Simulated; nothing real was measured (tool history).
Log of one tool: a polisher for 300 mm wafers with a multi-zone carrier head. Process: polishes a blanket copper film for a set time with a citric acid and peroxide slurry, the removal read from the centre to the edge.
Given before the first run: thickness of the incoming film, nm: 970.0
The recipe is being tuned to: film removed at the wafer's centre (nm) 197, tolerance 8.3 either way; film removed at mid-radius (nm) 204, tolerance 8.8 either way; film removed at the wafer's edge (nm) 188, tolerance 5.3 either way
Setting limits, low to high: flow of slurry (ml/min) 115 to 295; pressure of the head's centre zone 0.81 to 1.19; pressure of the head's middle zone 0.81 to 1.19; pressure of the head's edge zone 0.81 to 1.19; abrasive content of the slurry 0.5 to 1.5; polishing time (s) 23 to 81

| run | hour | flow of slurry (ml/min) | pressure of the head's centre zone | pressure of the head's middle zone | pressure of the head's edge zone | abrasive content of the slurry | polishing time (s) | film removed at the wafer's centre (nm) | film removed at mid-radius (nm) | film removed at the wafer's edge (nm) |
|---|---|---|---|---|---|---|---|---|---|---|
| 1 | 0 | 190 | 1 | 1 | 1 | 1 | 52 | 164.1 | 166.62 | 166.46 |
| 2 | 6.7 | 190 | 1 | 1 | 1.06 | 1 | 52 | 166.86 | 167.07 | 167.73 |
| 3 | 8.8 | 195 | 1 | 1.01 | 1.06 | 1.05 | 52 | 168.51 | 170.8 | 174.93 |
| 4 | 14.3 | 200 | 1.01 | 1.03 | 1.06 | 1.05 | 52 | 172.08 | 178.17 | 171.92 |
| 5 | 18.5 | 200 | 1.01 | 1.11 | 1.06 | 1.05 | 52 | 171.86 | 184.85 | 173.18 |
| 6 | 26.8 | 200 | 0.93 | 1.11 | 1.06 | 1.05 | 52 | 161.94 | 184.78 | 172.38 |
| 7 | 31.4 | 205 | 0.95 | 1.11 | 1.07 | 1.05 | 52 | 161.94 | 190.96 | 174.42 |
| 8 | 40 | 235 | 1.05 | 1.01 | 1.05 | 1.3 | 53 | 200.62 | 192.29 | 189 |
| 9 | 42.1 | 235 | 1.05 | 1.01 | 1.05 | 1.3 | 53 | 196.61 | 193.78 | 193.34 |
| 10 | 44.7 | 235 | 1.05 | 1.02 | 1.04 | 1.3 | 53 | 196.92 | 195.79 | 189.45 |

Next run, 5 choices. One meets every target within its allowed miss, the rest don't. Which?
| A | 47.3 | 150 | 1.03 | 1.05 | 0.88 | 1.3 | 58 | ? | ? | ? |
| B | 47.3 | 295 | 1.06 | 0.98 | 0.95 | 1.5 | 48 | ? | ? | ? |
| C | 47.3 | 210 | 1.06 | 1.01 | 1.1 | 1.45 | 49 | ? | ? | ? |
| D | 47.3 | 220 | 1.07 | 0.97 | 1.05 | 1.25 | 54 | ? | ? | ? |
| E | 47.3 | 215 | 1.05 | 0.88 | 1.02 | 1.1 | 56 | ? | ? | ? |

| move | film removed at the wafer's centre (nm) | film removed at mid-radius (nm) | film removed at the wafer's edge (nm) |
|---|---|---|---|
| A | 192.59 | 199.83 | 188.03 |
| B | 192.06 | 180.41 | 179.11 |
| C | 185.31 | 179.33 | 183.01 |
| D | 198.65 | 183.96 | 191.29 |
| E | 193.5 | 168.59 | 188.87 |
A: all results in spec
B: misses by more than the last run did
C: misses by more than the last run did
D: misses by more than the last run did
E: misses by more than the last run did
Move A is the one to make.
